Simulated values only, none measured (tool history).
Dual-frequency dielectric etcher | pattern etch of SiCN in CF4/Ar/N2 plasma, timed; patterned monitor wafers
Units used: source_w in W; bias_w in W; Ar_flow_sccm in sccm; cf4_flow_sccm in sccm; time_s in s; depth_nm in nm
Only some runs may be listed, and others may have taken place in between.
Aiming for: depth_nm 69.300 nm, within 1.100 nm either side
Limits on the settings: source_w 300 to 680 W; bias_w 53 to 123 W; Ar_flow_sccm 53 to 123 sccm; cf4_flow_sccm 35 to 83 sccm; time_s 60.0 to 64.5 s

{"run": 1, "hour": 0.0, "source_w": 490, "bias_w": 88, "Ar_flow_sccm": 88, "cf4_flow_sccm": 59, "time_s": 64.5, "depth_nm": 62.761}
{"run": 2, "hour": 3.5, "source_w": 500, "bias_w": 88, "Ar_flow_sccm": 88, "cf4_flow_sccm": 59, "time_s": 64.5, "depth_nm": 63.205}
{"run": 3, "hour": 9.7, "source_w": 460, "bias_w": 88, "Ar_flow_sccm": 88, "cf4_flow_sccm": 59, "time_s": 64.5, "depth_nm": 59.669}
{"run": 4, "hour": 12.8, "source_w": 460, "bias_w": 88, "Ar_flow_sccm": 97, "cf4_flow_sccm": 59, "time_s": 64.5, "depth_nm": 58.591}
{"run": 5, "hour": 16.5, "source_w": 460, "bias_w": 96, "Ar_flow_sccm": 97, "cf4_flow_sccm": 59, "time_s": 64.5, "depth_nm": 59.675}
{"run": 6, "hour": 24.8, "source_w": 480, "bias_w": 96, "Ar_flow_sccm": 97, "cf4_flow_sccm": 59, "time_s": 64.5, "depth_nm": 61.922}
{"run": 7, "hour": 29.6, "source_w": 490, "bias_w": 96, "Ar_flow_sccm": 97, "cf4_flow_sccm": 59, "time_s": 64.5, "depth_nm": 63.299}
{"run": 8, "hour": 30.4, "source_w": 500, "bias_w": 96, "Ar_flow_sccm": 97, "cf4_flow_sccm": 59, "time_s": 64.5, "depth_nm": 64.538}
{"run": 9, "hour": 39.4, "source_w": 510, "bias_w": 96, "Ar_flow_sccm": 97, "cf4_flow_sccm": 59, "time_s": 64.5, "depth_nm": 65.285}
{"run": 10, "hour": 46.6, "source_w": 520, "bias_w": 96, "Ar_flow_sccm": 97, "cf4_flow_sccm": 59, "time_s": 64.5, "depth_nm": 66.87}
{"run": 11, "hour": 52.2, "source_w": 530, "bias_w": 96, "Ar_flow_sccm": 97, "cf4_flow_sccm": 59, "time_s": 64.5, "depth_nm": 67.523}

Which single option among these 5 for the next run brings every result within its allowed miss of target? Just one does.
{"run": "A", "hour": 57.8, "source_w": 590, "bias_w": 88, "Ar_flow_sccm": 102, "cf4_flow_sccm": 57, "time_s": 61.0, "depth_nm": "?"}
{"run": "B", "hour": 57.8, "source_w": 560, "bias_w": 94, "Ar_flow_sccm": 100, "cf4_flow_sccm": 55, "time_s": 64.5, "depth_nm": "?"}
{"run": "C", "hour": 57.8, "source_w": 530, "bias_w": 104, "Ar_flow_sccm": 74, "cf4_flow_sccm": 68, "time_s": 63.0, "depth_nm": "?"}
{"run": "D", "hour": 57.8, "source_w": 540, "bias_w": 97, "Ar_flow_sccm": 99, "cf4_flow_sccm": 80, "time_s": 63.5, "depth_nm": "?"}
{"run": "E", "hour": 57.8, "source_w": 600, "bias_w": 93, "Ar_flow_sccm": 91, "cf4_flow_sccm": 56, "time_s": 62.5, "depth_nm": "?"}

move=A depth_nm=66.568
move=B depth_nm=68.605
move=C depth_nm=71.775
move=D depth_nm=70.774
move=E depth_nm=71.504
A: moves away from the targets compared with the last run
B: every result within its allowed miss
C: takes the biggest miss from the last run beyond its target
D: takes the biggest miss from the last run beyond its target
E: takes the biggest miss from the last run beyond its target
Move B is the one to make.

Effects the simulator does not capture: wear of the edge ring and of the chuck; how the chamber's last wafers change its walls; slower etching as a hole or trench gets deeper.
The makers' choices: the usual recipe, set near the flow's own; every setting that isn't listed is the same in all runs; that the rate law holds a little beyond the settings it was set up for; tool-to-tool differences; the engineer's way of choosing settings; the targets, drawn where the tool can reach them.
